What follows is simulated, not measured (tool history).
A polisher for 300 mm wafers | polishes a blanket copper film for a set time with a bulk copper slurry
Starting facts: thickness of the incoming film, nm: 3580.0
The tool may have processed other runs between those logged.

| run | hour | flow of slurry (ml/min) | pressure of the wafer on the pad (psi) | speed of the pad under the wafer (cm/s) | abrasive content of the slurry | polishing time (s) | film removed (Å) |
|---|---|---|---|---|---|---|---|
| 1 | 0 | 170 | 3.5 | 126 | 1 | 53 | 6282.1 |
| 2 | 1.5 | 170 | 3.5 | 150 | 1 | 53 | 7333 |
| 3 | 5 | 185 | 3.5 | 150 | 1 | 53 | 7466.6 |
| 4 | 12.7 | 160 | 3.5 | 150 | 1 | 53 | 7266.7 |
| 5 | 13.5 | 155 | 3.2 | 150 | 1 | 53 | 6676.9 |
| 6 | 19.1 | 155 | 3.6 | 150 | 1 | 53 | 7353.4 |
| 7 | 27.7 | 150 | 3.2 | 150 | 1 | 53 | 6719 |
| 8 | 31.3 | 150 | 2.9 | 150 | 1 | 53 | 5937.7 |
| 9 | 35.4 | 145 | 2.7 | 150 | 1 | 53 | 5482.3 |
| 10 | 39.2 | 140 | 2.6 | 150 | 1 | 53 | 5354 |
| 11 | 47.1 | 135 | 2.5 | 150 | 1 | 53 | 5163 |

The next listed run, before its measurement:
| 12 | 49.1 | 135 | 2.4 | 150 | 1 | 53 | ? |

Run 12 measured film removed (Å) 4872.3.

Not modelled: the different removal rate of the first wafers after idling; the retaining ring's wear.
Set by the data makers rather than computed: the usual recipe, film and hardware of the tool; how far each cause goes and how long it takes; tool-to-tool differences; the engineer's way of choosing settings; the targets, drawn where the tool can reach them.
